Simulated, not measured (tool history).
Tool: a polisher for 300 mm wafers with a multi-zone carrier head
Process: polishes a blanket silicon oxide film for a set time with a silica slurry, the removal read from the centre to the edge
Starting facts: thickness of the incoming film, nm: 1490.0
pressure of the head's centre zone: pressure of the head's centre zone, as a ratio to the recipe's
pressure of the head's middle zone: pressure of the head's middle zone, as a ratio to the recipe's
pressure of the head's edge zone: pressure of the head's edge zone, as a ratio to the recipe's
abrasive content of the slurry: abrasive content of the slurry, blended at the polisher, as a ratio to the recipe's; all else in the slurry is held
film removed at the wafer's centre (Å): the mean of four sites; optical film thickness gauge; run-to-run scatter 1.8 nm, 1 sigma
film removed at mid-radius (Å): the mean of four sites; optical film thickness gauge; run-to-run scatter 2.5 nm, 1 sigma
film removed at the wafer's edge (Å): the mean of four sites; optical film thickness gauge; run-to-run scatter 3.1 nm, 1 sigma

run,day,flow of slurry (ml/min),pressure of the head's centre zone,pressure of the head's middle zone,pressure of the head's edge zone,abrasive content of the slurry,polishing time (s),film removed at the wafer's centre (Å),film removed at mid-radius (Å),film removed at the wafer's edge (Å)
1,0,140,1,1,1,1,87,2603.4,2544.4,2533.7
2,0.288,130,0.95,0.96,0.99,0.9,87,2350.8,2343.2,2387.1
3,0.571,130,0.95,1,0.99,0.9,87,2310.7,2494.1,2444.7
4,0.75,130,0.95,1,0.99,1,87,2472.2,2559.9,2561
5,0.904,130,0.95,0.95,0.99,1,87,2467.9,2450.3,2550.9
6,1.242,130,0.99,0.95,0.99,1,87,2542.2,2437.3,2530.3
7,1.325,120,0.95,0.92,1,0.9,86,2253.6,2249.9,2461.3
8,1.529,120,0.93,0.9,0.98,0.8,85,2086.2,2072.6,2205.4
9,1.75,115,0.91,0.88,0.98,0.75,85,1956.3,1960.6,2106.9

Forecast run 10:
10,1.804,110,0.9,0.87,0.98,0.75,85,?,?,?

{"run 10": {"film removed at the wafer's centre (Å)": 1930.1, "film removed at mid-radius (Å)": 1890.4, "film removed at the wafer's edge (Å)": 2179.4}}
